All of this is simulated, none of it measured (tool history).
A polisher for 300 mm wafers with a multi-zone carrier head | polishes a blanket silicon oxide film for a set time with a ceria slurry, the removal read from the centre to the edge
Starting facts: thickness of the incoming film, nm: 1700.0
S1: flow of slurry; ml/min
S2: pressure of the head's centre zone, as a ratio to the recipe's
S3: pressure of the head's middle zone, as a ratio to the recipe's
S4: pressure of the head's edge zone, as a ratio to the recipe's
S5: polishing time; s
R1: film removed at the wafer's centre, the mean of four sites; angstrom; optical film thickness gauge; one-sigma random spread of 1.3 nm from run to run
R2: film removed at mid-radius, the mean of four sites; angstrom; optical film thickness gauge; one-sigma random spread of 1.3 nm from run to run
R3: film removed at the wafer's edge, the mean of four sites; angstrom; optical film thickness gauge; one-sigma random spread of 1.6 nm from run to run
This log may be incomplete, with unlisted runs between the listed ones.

Run 1, day 0.000: S1 195 ml/min, S2 1.00, S3 1.00, S4 1.00, S5 85 s. Result: R1 2967.2 angstrom, R2 2947.1 angstrom, R3 2897.0 angstrom.
Run 2, day 0.271: S1 195 ml/min, S2 0.95, S3 1.00, S4 1.00, S5 85 s. Result: R1 2817.4 angstrom, R2 2964.3 angstrom, R3 2887.8 angstrom.
Run 3, day 0.538: S1 195 ml/min, S2 0.95, S3 0.99, S4 0.97, S5 80 s. Result: R1 2692.0 angstrom, R2 2744.9 angstrom, R3 2681.3 angstrom.
Run 4, day 0.621: S1 190 ml/min, S2 0.94, S3 0.99, S4 0.94, S5 76 s. Result: R1 2469.6 angstrom, R2 2608.0 angstrom, R3 2501.2 angstrom.
Run 5, day 0.738: S1 190 ml/min, S2 0.94, S3 0.99, S4 0.94, S5 91 s. Result: R1 2964.2 angstrom, R2 3133.0 angstrom, R3 2958.3 angstrom.
Run 6, day 0.992: S1 190 ml/min, S2 0.95, S3 0.98, S4 0.91, S5 85 s. Result: R1 2822.2 angstrom, R2 2859.8 angstrom, R3 2735.9 angstrom.
Run 7, day 1.171: S1 190 ml/min, S2 0.95, S3 0.98, S4 0.89, S5 80 s. Result: R1 2638.6 angstrom, R2 2731.0 angstrom, R3 2577.1 angstrom.

What does the tool deliver on the next run?
Run 8, day 1.200: S1 190 ml/min, S2 0.96, S3 0.98, S4 0.87, S5 75 s. Result: R1 ?, R2 ?, R3 ?.

R1: 2508.1 angstrom
R2: 2533.9 angstrom
R3: 2372.0 angstrom

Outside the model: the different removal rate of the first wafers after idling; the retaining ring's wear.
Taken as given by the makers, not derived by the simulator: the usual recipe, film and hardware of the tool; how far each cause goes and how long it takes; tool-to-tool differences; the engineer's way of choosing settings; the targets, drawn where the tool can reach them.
